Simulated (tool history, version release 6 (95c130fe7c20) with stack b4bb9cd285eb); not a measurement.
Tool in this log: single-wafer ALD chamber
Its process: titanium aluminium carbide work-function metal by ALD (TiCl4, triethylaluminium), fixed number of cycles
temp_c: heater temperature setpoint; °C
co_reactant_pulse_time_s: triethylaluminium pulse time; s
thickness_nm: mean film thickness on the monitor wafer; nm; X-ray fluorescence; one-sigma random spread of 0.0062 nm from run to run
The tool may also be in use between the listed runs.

| run | day | temp_c | co_reactant_pulse_time_s | thickness_nm |
|---|---|---|---|---|
| 1 | 0.000 | 275 | 8.84 | 1.8081 |
| 2 | 0.146 | 275 | 10.12 | 1.8475 |
| 3 | 0.454 | 275 | 8.38 | 1.7972 |
| 4 | 0.633 | 275 | 6.31 | 1.6456 |
| 5 | 0.742 | 268 | 6.06 | 1.5701 |
| 6 | 1.029 | 273 | 6.06 | 1.6030 |

The next listed run, before its measurement:
| 7 | 1.204 | 268 | 5.93 | ? |

Run 7 measured thickness_nm 1.5597 nm.

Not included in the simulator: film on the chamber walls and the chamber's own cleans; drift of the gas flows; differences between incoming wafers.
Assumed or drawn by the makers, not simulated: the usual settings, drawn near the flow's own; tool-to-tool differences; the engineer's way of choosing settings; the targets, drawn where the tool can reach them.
